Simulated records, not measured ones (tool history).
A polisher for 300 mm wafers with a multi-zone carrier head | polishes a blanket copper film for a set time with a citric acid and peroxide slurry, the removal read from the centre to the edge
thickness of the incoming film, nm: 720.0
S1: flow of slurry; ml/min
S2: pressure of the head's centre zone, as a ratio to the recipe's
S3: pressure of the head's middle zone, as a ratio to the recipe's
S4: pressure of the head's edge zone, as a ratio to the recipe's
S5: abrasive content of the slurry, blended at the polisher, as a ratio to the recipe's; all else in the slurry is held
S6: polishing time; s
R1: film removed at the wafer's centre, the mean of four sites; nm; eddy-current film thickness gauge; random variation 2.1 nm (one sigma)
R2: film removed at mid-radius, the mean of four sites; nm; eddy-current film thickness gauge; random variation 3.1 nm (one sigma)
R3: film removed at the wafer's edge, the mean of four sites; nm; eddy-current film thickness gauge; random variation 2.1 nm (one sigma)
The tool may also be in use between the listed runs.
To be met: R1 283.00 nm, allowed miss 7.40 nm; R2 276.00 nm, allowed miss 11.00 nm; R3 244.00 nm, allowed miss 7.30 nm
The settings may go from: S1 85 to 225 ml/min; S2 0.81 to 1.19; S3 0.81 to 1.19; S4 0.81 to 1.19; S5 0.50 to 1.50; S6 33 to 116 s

run 1 hour=0.0 | S1=145 S2=1.00 S3=1.00 S4=1.00 S5=1.00 S6=74 | R1=192.21 R2=203.71 R3=190.88
run 2 hour=3.9 | S1=145 S2=1.00 S3=1.00 S4=0.95 S5=1.00 S6=74 | R1=194.37 R2=199.95 R3=188.19
run 3 hour=11.6 | S1=145 S2=1.00 S3=1.00 S4=0.91 S5=1.00 S6=74 | R1=195.01 R2=205.28 R3=187.58
run 4 hour=17.4 | S1=145 S2=1.00 S3=1.00 S4=0.91 S5=0.90 S6=74 | R1=189.06 R2=196.97 R3=183.50
run 5 hour=23.9 | S1=155 S2=1.03 S3=1.00 S4=0.95 S5=1.10 S6=76 | R1=208.38 R2=212.95 R3=201.07
run 6 hour=25.9 | S1=155 S2=1.03 S3=1.00 S4=0.89 S5=1.10 S6=76 | R1=209.55 R2=209.59 R3=194.24
run 7 hour=33.1 | S1=170 S2=1.07 S3=1.04 S4=0.92 S5=1.25 S6=78 | R1=234.73 R2=228.75 R3=210.03
run 8 hour=35.2 | S1=180 S2=1.09 S3=1.08 S4=0.95 S5=1.35 S6=79 | R1=248.59 R2=253.30 R3=219.25
run 9 hour=37.4 | S1=190 S2=1.11 S3=1.08 S4=0.98 S5=1.40 S6=79 | R1=255.23 R2=249.47 R3=228.93
run 10 hour=39.5 | S1=195 S2=1.13 S3=1.10 S4=0.99 S5=1.45 S6=79 | R1=265.00 R2=258.37 R3=229.99
run 11 hour=45.2 | S1=200 S2=1.14 S3=1.11 S4=1.00 S5=1.45 S6=80 | R1=267.10 R2=258.52 R3=232.21
run 12 hour=50.9 | S1=205 S2=1.14 S3=1.12 S4=1.00 S5=1.45 S6=81 | R1=275.08 R2=271.49 R3=238.29

Which of these 4 next moves meets every target?
run A hour=56.6 | S1=175 S2=1.10 S3=1.19 S4=0.98 S5=1.50 S6=83 | R1=? R2=? R3=?
run B hour=56.6 | S1=220 S2=1.04 S3=1.02 S4=0.98 S5=1.50 S6=82 | R1=? R2=? R3=?
run C hour=56.6 | S1=195 S2=1.11 S3=1.17 S4=1.04 S5=1.30 S6=83 | R1=? R2=? R3=?
run D hour=56.6 | S1=190 S2=1.16 S3=1.15 S4=1.00 S5=1.45 S6=84 | R1=? R2=? R3=?

move=A R1=266.17 R2=282.80 R3=240.79
move=B R1=259.12 R2=262.19 R3=244.70
move=C R1=266.21 R2=276.72 R3=242.96
move=D R1=285.80 R2=281.72 R3=246.60
A: further off than the last run
B: further off than the last run
C: further off than the last run
D: meets every target
Move D is the one to make.

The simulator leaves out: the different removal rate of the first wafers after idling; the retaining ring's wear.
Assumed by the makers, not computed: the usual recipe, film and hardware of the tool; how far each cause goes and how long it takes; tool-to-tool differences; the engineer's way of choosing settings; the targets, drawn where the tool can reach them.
